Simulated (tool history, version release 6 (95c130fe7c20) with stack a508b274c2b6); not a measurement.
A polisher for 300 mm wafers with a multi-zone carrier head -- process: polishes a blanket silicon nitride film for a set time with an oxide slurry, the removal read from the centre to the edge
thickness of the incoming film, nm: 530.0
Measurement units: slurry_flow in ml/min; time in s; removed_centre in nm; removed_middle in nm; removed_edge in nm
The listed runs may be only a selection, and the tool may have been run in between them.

run 1 hour=0.0 | slurry_flow=155 centre_zone=1.00 middle_zone=1.00 edge_zone=1.00 slurry_solids=1.00 time=32 | removed_centre=23.223 removed_middle=23.1130 removed_edge=22.832
run 2 hour=8.7 | slurry_flow=155 centre_zone=1.00 middle_zone=0.98 edge_zone=0.99 slurry_solids=0.95 time=31 | removed_centre=21.593 removed_middle=21.4360 removed_edge=21.088
run 3 hour=10.6 | slurry_flow=155 centre_zone=1.00 middle_zone=0.98 edge_zone=0.93 slurry_solids=0.95 time=31 | removed_centre=21.713 removed_middle=21.2290 removed_edge=20.445
run 4 hour=15.7 | slurry_flow=150 centre_zone=1.00 middle_zone=0.96 edge_zone=0.93 slurry_solids=0.90 time=30 | removed_centre=20.062 removed_middle=19.4340 removed_edge=19.089
run 5 hour=17.5 | slurry_flow=150 centre_zone=1.00 middle_zone=0.89 edge_zone=0.93 slurry_solids=0.90 time=30 | removed_centre=19.709 removed_middle=18.3280 removed_edge=18.855
run 6 hour=23.5 | slurry_flow=175 centre_zone=1.00 middle_zone=0.89 edge_zone=0.93 slurry_solids=0.90 time=30 | removed_centre=20.330 removed_middle=18.4030 removed_edge=19.381
run 7 hour=27.2 | slurry_flow=175 centre_zone=1.00 middle_zone=0.88 edge_zone=0.92 slurry_solids=0.85 time=30 | removed_centre=19.411 removed_middle=17.6290 removed_edge=18.599
run 8 hour=28.1 | slurry_flow=175 centre_zone=1.00 middle_zone=0.87 edge_zone=0.91 slurry_solids=0.80 time=30 | removed_centre=18.405 removed_middle=16.8800 removed_edge=17.299
run 9 hour=32.2 | slurry_flow=130 centre_zone=1.04 middle_zone=0.81 edge_zone=0.99 slurry_solids=0.55 time=29 | removed_centre=10.791 removed_middle=8.9831 removed_edge=10.249
run 10 hour=33.8 | slurry_flow=140 centre_zone=1.04 middle_zone=0.81 edge_zone=0.99 slurry_solids=0.55 time=29 | removed_centre=10.901 removed_middle=8.9298 removed_edge=10.482

What will run 11 give?
run 11 hour=40.9 | slurry_flow=150 centre_zone=1.04 middle_zone=0.82 edge_zone=0.99 slurry_solids=0.55 time=29 | removed_centre=? removed_middle=? removed_edge=?

Run 11 measured removed_centre 10.979 nm, removed_middle 8.9890 nm, removed_edge 10.352 nm.
